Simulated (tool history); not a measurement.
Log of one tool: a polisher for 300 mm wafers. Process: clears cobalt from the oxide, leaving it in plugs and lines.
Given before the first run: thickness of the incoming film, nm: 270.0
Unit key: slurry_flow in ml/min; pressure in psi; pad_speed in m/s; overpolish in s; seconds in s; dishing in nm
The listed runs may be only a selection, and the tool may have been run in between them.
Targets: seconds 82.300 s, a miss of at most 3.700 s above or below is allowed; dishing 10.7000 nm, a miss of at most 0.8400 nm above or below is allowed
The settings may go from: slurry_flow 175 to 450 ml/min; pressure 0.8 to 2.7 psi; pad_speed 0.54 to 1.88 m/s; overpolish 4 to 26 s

Run 1, hour 0.0: slurry_flow 290 ml/min, pressure 1.7 psi, pad_speed 1.20 m/s, overpolish 13 s. Result: seconds 55.888 s, dishing 34.3410 nm.
Run 2, hour 0.9: slurry_flow 285 ml/min, pressure 1.5 psi, pad_speed 1.18 m/s, overpolish 10 s. Result: seconds 64.404 s, dishing 26.7060 nm.
Run 3, hour 2.6: slurry_flow 255 ml/min, pressure 1.3 psi, pad_speed 1.22 m/s, overpolish 8 s. Result: seconds 73.103 s, dishing 20.6090 nm.
Run 4, hour 3.3: slurry_flow 255 ml/min, pressure 1.3 psi, pad_speed 1.42 m/s, overpolish 8 s. Result: seconds 61.298 s, dishing 23.6750 nm.
Run 5, hour 9.7: slurry_flow 220 ml/min, pressure 1.3 psi, pad_speed 1.42 m/s, overpolish 8 s. Result: seconds 64.030 s, dishing 23.1540 nm.
Run 6, hour 10.5: slurry_flow 245 ml/min, pressure 1.2 psi, pad_speed 1.38 m/s, overpolish 7 s. Result: seconds 70.536 s, dishing 19.8930 nm.
Run 7, hour 12.0: slurry_flow 280 ml/min, pressure 1.1 psi, pad_speed 1.38 m/s, overpolish 6 s. Result: seconds 75.932 s, dishing 16.1190 nm.
Run 8, hour 19.5: slurry_flow 315 ml/min, pressure 1.1 psi, pad_speed 1.40 m/s, overpolish 5 s. Result: seconds 74.504 s, dishing 14.1840 nm.
Run 9, hour 25.2: slurry_flow 395 ml/min, pressure 0.9 psi, pad_speed 1.40 m/s, overpolish 4 s. Result: seconds 88.733 s, dishing 10.1020 nm.
Run 10, hour 28.3: slurry_flow 395 ml/min, pressure 1.0 psi, pad_speed 1.42 m/s, overpolish 4 s. Result: seconds 78.198 s, dishing 10.9420 nm.
Run 11, hour 32.2: slurry_flow 395 ml/min, pressure 0.9 psi, pad_speed 1.42 m/s, overpolish 4 s. Result: seconds 84.437 s, dishing 9.8943 nm.
Run 12, hour 36.7: slurry_flow 390 ml/min, pressure 0.9 psi, pad_speed 1.42 m/s, overpolish 4 s. Result: seconds 84.812 s, dishing 10.2650 nm.
Run 13, hour 42.0: slurry_flow 385 ml/min, pressure 0.9 psi, pad_speed 1.42 m/s, overpolish 4 s. Result: seconds 85.040 s, dishing 9.9561 nm.
Run 14, hour 49.9: slurry_flow 385 ml/min, pressure 1.0 psi, pad_speed 1.42 m/s, overpolish 5 s. Result: seconds 78.105 s, dishing 13.9040 nm.
Run 15, hour 54.5: slurry_flow 385 ml/min, pressure 0.8 psi, pad_speed 1.54 m/s, overpolish 4 s. Result: seconds 88.427 s, dishing 10.4290 nm.
Run 16, hour 63.1: slurry_flow 390 ml/min, pressure 0.8 psi, pad_speed 1.54 m/s, overpolish 4 s. Result: seconds 90.701 s, dishing 9.8313 nm.
Run 17, hour 67.3: slurry_flow 390 ml/min, pressure 1.0 psi, pad_speed 1.54 m/s, overpolish 5 s. Result: seconds 72.303 s, dishing 14.3230 nm.

4 next moves are on the table. One of them brings every result within its allowed miss. Which?
Run A, hour 71.5: slurry_flow 450 ml/min, pressure 1.1 psi, pad_speed 1.22 m/s, overpolish 4 s. Result: seconds ?, dishing ?.
Run B, hour 71.5: slurry_flow 420 ml/min, pressure 0.9 psi, pad_speed 1.62 m/s, overpolish 10 s. Result: seconds ?, dishing ?.
Run C, hour 71.5: slurry_flow 385 ml/min, pressure 1.0 psi, pad_speed 1.68 m/s, overpolish 4 s. Result: seconds ?, dishing ?.
Run D, hour 71.5: slurry_flow 430 ml/min, pressure 0.8 psi, pad_speed 1.60 m/s, overpolish 12 s. Result: seconds ?, dishing ?.

move  seconds  dishing
   A   82.623  10.7260
   B   76.153  24.1830
   C   66.881  12.9010
   D   86.001  25.2690
A: all results in spec
B: further off than the last run
C: neither nearer nor further off than the last run
D: further off than the last run
The right move is A.
